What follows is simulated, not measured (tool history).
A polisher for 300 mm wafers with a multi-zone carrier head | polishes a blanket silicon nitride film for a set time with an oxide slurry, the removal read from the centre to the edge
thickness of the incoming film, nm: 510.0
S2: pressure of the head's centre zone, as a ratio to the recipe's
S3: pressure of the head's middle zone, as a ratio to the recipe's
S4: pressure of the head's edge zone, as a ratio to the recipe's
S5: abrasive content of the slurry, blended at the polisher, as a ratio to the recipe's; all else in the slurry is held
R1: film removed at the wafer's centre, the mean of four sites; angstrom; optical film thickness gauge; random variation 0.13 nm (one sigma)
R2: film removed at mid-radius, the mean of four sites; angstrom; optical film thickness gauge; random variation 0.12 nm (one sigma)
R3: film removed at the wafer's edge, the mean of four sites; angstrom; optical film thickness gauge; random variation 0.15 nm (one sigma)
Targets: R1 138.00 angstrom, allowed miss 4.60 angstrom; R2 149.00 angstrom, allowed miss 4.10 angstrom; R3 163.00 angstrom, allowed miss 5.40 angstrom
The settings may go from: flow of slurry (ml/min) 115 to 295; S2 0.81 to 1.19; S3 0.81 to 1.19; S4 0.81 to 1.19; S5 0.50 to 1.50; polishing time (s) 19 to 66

{"run": 1, "hour": 0.0, "flow of slurry (ml/min)": 190, "S2": 1.0, "S3": 1.0, "S4": 1.0, "S5": 1.0, "polishing time (s)": 42, "R1": 223.16, "R2": 224.76, "R3": 224.7}
{"run": 2, "hour": 4.0, "flow of slurry (ml/min)": 185, "S2": 0.97, "S3": 0.98, "S4": 0.99, "S5": 0.9, "polishing time (s)": 42, "R1": 207.46, "R2": 207.95, "R3": 209.5}
{"run": 3, "hour": 11.2, "flow of slurry (ml/min)": 185, "S2": 0.91, "S3": 0.98, "S4": 0.99, "S5": 0.9, "polishing time (s)": 42, "R1": 195.57, "R2": 206.83, "R3": 214.16}
{"run": 4, "hour": 17.0, "flow of slurry (ml/min)": 175, "S2": 0.89, "S3": 0.97, "S4": 0.99, "S5": 0.85, "polishing time (s)": 42, "R1": 181.95, "R2": 198.78, "R3": 204.34}
{"run": 5, "hour": 23.8, "flow of slurry (ml/min)": 175, "S2": 0.89, "S3": 0.91, "S4": 0.99, "S5": 0.85, "polishing time (s)": 42, "R1": 177.97, "R2": 187.02, "R3": 202.69}
{"run": 6, "hour": 26.8, "flow of slurry (ml/min)": 175, "S2": 0.89, "S3": 0.91, "S4": 0.94, "S5": 0.85, "polishing time (s)": 42, "R1": 180.37, "R2": 185.67, "R3": 201.6}
{"run": 7, "hour": 30.4, "flow of slurry (ml/min)": 170, "S2": 0.88, "S3": 0.91, "S4": 0.93, "S5": 0.8, "polishing time (s)": 42, "R1": 169.57, "R2": 179.42, "R3": 187.5}
{"run": 8, "hour": 33.2, "flow of slurry (ml/min)": 165, "S2": 0.87, "S3": 0.89, "S4": 0.92, "S5": 0.8, "polishing time (s)": 42, "R1": 166.04, "R2": 176.63, "R3": 191.19}
{"run": 9, "hour": 40.2, "flow of slurry (ml/min)": 160, "S2": 0.85, "S3": 0.87, "S4": 0.89, "S5": 0.55, "polishing time (s)": 41, "R1": 123.72, "R2": 130.55, "R3": 142.2}
{"run": 10, "hour": 43.5, "flow of slurry (ml/min)": 175, "S2": 0.85, "S3": 0.88, "S4": 0.91, "S5": 0.55, "polishing time (s)": 41, "R1": 126.73, "R2": 135.99, "R3": 146.2}
{"run": 11, "hour": 45.6, "flow of slurry (ml/min)": 185, "S2": 0.85, "S3": 0.88, "S4": 0.93, "S5": 0.55, "polishing time (s)": 41, "R1": 128.28, "R2": 136.12, "R3": 149.09}
{"run": 12, "hour": 46.6, "flow of slurry (ml/min)": 195, "S2": 0.85, "S3": 0.89, "S4": 0.94, "S5": 0.55, "polishing time (s)": 41, "R1": 130.86, "R2": 141.28, "R3": 151.17}
{"run": 13, "hour": 49.6, "flow of slurry (ml/min)": 200, "S2": 0.85, "S3": 0.89, "S4": 0.95, "S5": 0.55, "polishing time (s)": 41, "R1": 132.23, "R2": 141.01, "R3": 152.46}
{"run": 14, "hour": 55.7, "flow of slurry (ml/min)": 240, "S2": 0.84, "S3": 0.92, "S4": 1.02, "S5": 0.6, "polishing time (s)": 41, "R1": 146.13, "R2": 158.35, "R3": 169.95}

5 next moves are on the table. One of them brings every result within its allowed miss. Which?
{"run": "A", "hour": 61.8, "flow of slurry (ml/min)": 170, "S2": 0.83, "S3": 0.97, "S4": 1.05, "S5": 0.6, "polishing time (s)": 43, "R1": "?", "R2": "?", "R3": "?"}
{"run": "B", "hour": 61.8, "flow of slurry (ml/min)": 260, "S2": 0.94, "S3": 1.03, "S4": 0.95, "S5": 0.6, "polishing time (s)": 38, "R1": "?", "R2": "?", "R3": "?"}
{"run": "C", "hour": 61.8, "flow of slurry (ml/min)": 180, "S2": 0.87, "S3": 0.93, "S4": 1.05, "S5": 0.8, "polishing time (s)": 34, "R1": "?", "R2": "?", "R3": "?"}
{"run": "D", "hour": 61.8, "flow of slurry (ml/min)": 290, "S2": 0.94, "S3": 1.04, "S4": 0.94, "S5": 0.65, "polishing time (s)": 34, "R1": "?", "R2": "?", "R3": "?"}
{"run": "E", "hour": 61.8, "flow of slurry (ml/min)": 235, "S2": 0.87, "S3": 0.88, "S4": 1.08, "S5": 0.5, "polishing time (s)": 43, "R1": "?", "R2": "?", "R3": "?"}

move=A R1=139.71 R2=161.35 R3=171.49
move=B R1=155.10 R2=163.99 R3=154.20
move=C R1=140.58 R2=149.15 R3=163.61
move=D R1=149.21 R2=158.70 R3=146.60
move=E R1=139.60 R2=140.39 R3=160.73
A: further off than the last run
B: further off than the last run
C: meets every target
D: further off than the last run
E: takes the result that was furthest off past its target
Move C is the one to make.

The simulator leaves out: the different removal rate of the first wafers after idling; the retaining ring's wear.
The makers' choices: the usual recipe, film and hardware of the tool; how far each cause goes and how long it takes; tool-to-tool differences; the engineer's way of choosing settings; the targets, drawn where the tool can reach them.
